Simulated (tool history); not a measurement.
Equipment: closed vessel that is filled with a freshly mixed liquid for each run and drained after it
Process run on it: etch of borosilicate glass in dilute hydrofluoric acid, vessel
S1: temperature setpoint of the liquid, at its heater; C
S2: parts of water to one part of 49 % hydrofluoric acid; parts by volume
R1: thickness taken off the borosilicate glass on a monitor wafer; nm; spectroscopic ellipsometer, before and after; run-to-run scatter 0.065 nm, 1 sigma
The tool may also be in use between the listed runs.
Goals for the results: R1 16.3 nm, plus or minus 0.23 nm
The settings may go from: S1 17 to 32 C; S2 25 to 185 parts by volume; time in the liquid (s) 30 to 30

Run 1, day 0: S1 24 C, S2 105 parts by volume, time in the liquid (s) 30. Result: R1 9.0792 nm.
Run 2, day 0.367: S1 25 C, S2 100 parts by volume, time in the liquid (s) 30. Result: R1 10.073 nm.
Run 3, day 0.438: S1 25 C, S2 100 parts by volume, time in the liquid (s) 30. Result: R1 10.012 nm.
Run 4, day 0.5: S1 26 C, S2 95 parts by volume, time in the liquid (s) 30. Result: R1 10.996 nm.
Run 5, day 0.746: S1 27 C, S2 95 parts by volume, time in the liquid (s) 30. Result: R1 11.462 nm.
Run 6, day 0.979: S1 27 C, S2 95 parts by volume, time in the liquid (s) 30. Result: R1 11.411 nm.
Run 7, day 1.288: S1 27.5 C, S2 95 parts by volume, time in the liquid (s) 30. Result: R1 11.691 nm.
Run 8, day 1.462: S1 27.5 C, S2 95 parts by volume, time in the liquid (s) 30. Result: R1 11.693 nm.
Run 9, day 1.742: S1 31.5 C, S2 80 parts by volume, time in the liquid (s) 30. Result: R1 16.53 nm.

Which single option among these 5 for the next run brings every result within its allowed miss of target? Just one does.
Run A, day 2.021: S1 32 C, S2 85 parts by volume, time in the liquid (s) 30. Result: R1 ?.
Run B, day 2.021: S1 30 C, S2 75 parts by volume, time in the liquid (s) 30. Result: R1 ?.
Run C, day 2.021: S1 31 C, S2 80 parts by volume, time in the liquid (s) 30. Result: R1 ?.
Run D, day 2.021: S1 30.5 C, S2 80 parts by volume, time in the liquid (s) 30. Result: R1 ?.
Run E, day 2.021: S1 32 C, S2 80 parts by volume, time in the liquid (s) 30. Result: R1 ?.

move      R1
   A  15.811
   B  16.843
   C  16.292
   D  15.983
   E  16.924
A: moves the result that the last run missed by most past its target, out the other side
B: misses by more than the last run did
C: every result lands within tolerance
D: moves the result that the last run missed by most past its target, out the other side
E: misses by more than the last run did
Answer: C

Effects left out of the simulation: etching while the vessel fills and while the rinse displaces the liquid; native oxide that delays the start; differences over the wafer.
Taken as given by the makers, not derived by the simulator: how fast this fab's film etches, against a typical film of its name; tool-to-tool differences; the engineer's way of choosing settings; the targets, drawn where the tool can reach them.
